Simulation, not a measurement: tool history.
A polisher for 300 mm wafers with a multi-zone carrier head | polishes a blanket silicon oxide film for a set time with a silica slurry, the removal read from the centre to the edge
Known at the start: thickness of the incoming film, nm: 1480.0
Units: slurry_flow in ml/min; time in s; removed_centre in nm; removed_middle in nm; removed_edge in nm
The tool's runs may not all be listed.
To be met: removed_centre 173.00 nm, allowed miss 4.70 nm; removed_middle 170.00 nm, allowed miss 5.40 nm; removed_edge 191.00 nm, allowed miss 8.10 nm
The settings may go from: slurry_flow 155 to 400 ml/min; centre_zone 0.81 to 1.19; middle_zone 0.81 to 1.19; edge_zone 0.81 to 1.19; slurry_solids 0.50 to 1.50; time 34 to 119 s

run 1 hour=0.0 | slurry_flow=255 centre_zone=1.00 middle_zone=1.00 edge_zone=1.00 slurry_solids=1.00 time=76 | removed_centre=211.30 removed_middle=216.56 removed_edge=220.17
run 2 hour=8.7 | slurry_flow=255 centre_zone=1.00 middle_zone=1.00 edge_zone=1.00 slurry_solids=1.00 time=65 | removed_centre=180.66 removed_middle=183.63 removed_edge=184.62
run 3 hour=10.0 | slurry_flow=315 centre_zone=1.00 middle_zone=1.00 edge_zone=1.00 slurry_solids=1.00 time=65 | removed_centre=183.36 removed_middle=189.93 removed_edge=191.94
run 4 hour=11.1 | slurry_flow=300 centre_zone=0.98 middle_zone=0.97 edge_zone=1.01 slurry_solids=1.00 time=65 | removed_centre=179.44 removed_middle=184.09 removed_edge=189.16
run 5 hour=13.1 | slurry_flow=290 centre_zone=0.97 middle_zone=0.94 edge_zone=1.04 slurry_solids=1.00 time=65 | removed_centre=177.89 removed_middle=178.26 removed_edge=189.17
run 6 hour=14.8 | slurry_flow=290 centre_zone=1.06 middle_zone=0.94 edge_zone=1.04 slurry_solids=1.00 time=65 | removed_centre=194.29 removed_middle=177.19 removed_edge=194.66
run 7 hour=19.5 | slurry_flow=280 centre_zone=1.02 middle_zone=0.93 edge_zone=1.06 slurry_solids=1.00 time=65 | removed_centre=187.07 removed_middle=176.29 removed_edge=191.18
run 8 hour=28.3 | slurry_flow=240 centre_zone=0.92 middle_zone=0.87 edge_zone=1.16 slurry_solids=1.00 time=65 | removed_centre=163.76 removed_middle=163.01 removed_edge=201.44
run 9 hour=32.7 | slurry_flow=255 centre_zone=0.93 middle_zone=0.88 edge_zone=1.13 slurry_solids=1.00 time=65 | removed_centre=170.00 removed_middle=167.93 removed_edge=203.51

Which of these 5 next moves meets every target?
run A hour=37.1 | slurry_flow=255 centre_zone=0.99 middle_zone=0.87 edge_zone=1.12 slurry_solids=0.90 time=67 | removed_centre=? removed_middle=? removed_edge=?
run B hour=37.1 | slurry_flow=255 centre_zone=0.88 middle_zone=0.97 edge_zone=1.19 slurry_solids=0.95 time=67 | removed_centre=? removed_middle=? removed_edge=?
run C hour=37.1 | slurry_flow=345 centre_zone=0.92 middle_zone=0.85 edge_zone=1.19 slurry_solids=0.60 time=96 | removed_centre=? removed_middle=? removed_edge=?
run D hour=37.1 | slurry_flow=255 centre_zone=0.97 middle_zone=0.92 edge_zone=1.08 slurry_solids=0.90 time=69 | removed_centre=? removed_middle=? removed_edge=?
run E hour=37.1 | slurry_flow=260 centre_zone=1.00 middle_zone=0.87 edge_zone=1.14 slurry_solids=0.95 time=64 | removed_centre=? removed_middle=? removed_edge=?

move=A removed_centre=169.83 removed_middle=158.64 removed_edge=193.45
move=B removed_centre=156.19 removed_middle=179.83 removed_edge=206.25
move=C removed_centre=167.18 removed_middle=164.57 removed_edge=209.72
move=D removed_centre=171.40 removed_middle=171.14 removed_edge=195.49
move=E removed_centre=169.94 removed_middle=157.10 removed_edge=193.23
A: brings the result that was furthest off to its target, and leaves another outside
B: further off than the last run
C: further off than the last run
D: meets every target
E: brings the result that was furthest off to its target, and leaves another outside
Answer: D
